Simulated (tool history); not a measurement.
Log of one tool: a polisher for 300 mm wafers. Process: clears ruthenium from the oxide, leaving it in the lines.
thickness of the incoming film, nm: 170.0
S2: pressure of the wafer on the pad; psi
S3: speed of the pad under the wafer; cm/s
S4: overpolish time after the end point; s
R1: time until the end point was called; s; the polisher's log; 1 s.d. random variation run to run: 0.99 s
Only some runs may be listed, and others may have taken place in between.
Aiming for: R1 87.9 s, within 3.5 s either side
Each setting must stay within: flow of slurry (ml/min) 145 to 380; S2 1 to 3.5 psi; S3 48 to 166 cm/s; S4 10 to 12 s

Run 1, hour 0: flow of slurry (ml/min) 245, S2 2.2 psi, S3 106 cm/s, S4 12 s. Result: R1 151.08 s.
Run 2, hour 8.1: flow of slurry (ml/min) 305, S2 2.2 psi, S3 106 cm/s, S4 12 s. Result: R1 147.03 s.
Run 3, hour 15.5: flow of slurry (ml/min) 305, S2 2.2 psi, S3 106 cm/s, S4 10 s. Result: R1 147.02 s.
Run 4, hour 17.4: flow of slurry (ml/min) 305, S2 2.2 psi, S3 82 cm/s, S4 10 s. Result: R1 174.42 s.
Run 5, hour 18.6: flow of slurry (ml/min) 305, S2 2.2 psi, S3 82 cm/s, S4 10 s. Result: R1 174.99 s.
Run 6, hour 19.6: flow of slurry (ml/min) 305, S2 1.6 psi, S3 82 cm/s, S4 10 s. Result: R1 242.56 s.
Run 7, hour 21.9: flow of slurry (ml/min) 305, S2 2.1 psi, S3 84 cm/s, S4 10 s. Result: R1 184.21 s.
Run 8, hour 27.9: flow of slurry (ml/min) 305, S2 2.5 psi, S3 86 cm/s, S4 10 s. Result: R1 150.5 s.
At hour 36.5: worn pad replaced by a new one.
Run 9, hour 36.5: flow of slurry (ml/min) 305, S2 2.8 psi, S3 88 cm/s, S4 10 s. Result: R1 124.94 s.
Run 10, hour 44: flow of slurry (ml/min) 305, S2 3 psi, S3 88 cm/s, S4 10 s. Result: R1 114.76 s.
Run 11, hour 51: flow of slurry (ml/min) 305, S2 3.1 psi, S3 88 cm/s, S4 10 s. Result: R1 111.24 s.
Run 12, hour 55.3: flow of slurry (ml/min) 305, S2 3.2 psi, S3 90 cm/s, S4 10 s. Result: R1 107.92 s.

4 next moves are on the table. One of them brings every result within its allowed miss. Which?
Run A, hour 59.6: flow of slurry (ml/min) 290, S2 3.2 psi, S3 96 cm/s, S4 11 s. Result: R1 ?.
Run B, hour 59.6: flow of slurry (ml/min) 320, S2 2.6 psi, S3 80 cm/s, S4 10 s. Result: R1 ?.
Run C, hour 59.6: flow of slurry (ml/min) 280, S2 2.7 psi, S3 106 cm/s, S4 10 s. Result: R1 ?.
Run D, hour 59.6: flow of slurry (ml/min) 355, S2 3.5 psi, S3 102 cm/s, S4 10 s. Result: R1 ?.

move      R1
   A  100.58
   B  140.02
   C  110.34
   D  86.531
A: moves toward the targets from the last run without getting all of them in spec
B: misses by more than the last run did
C: misses by more than the last run did
D: each result inside its tolerance
Move D is the one to make.
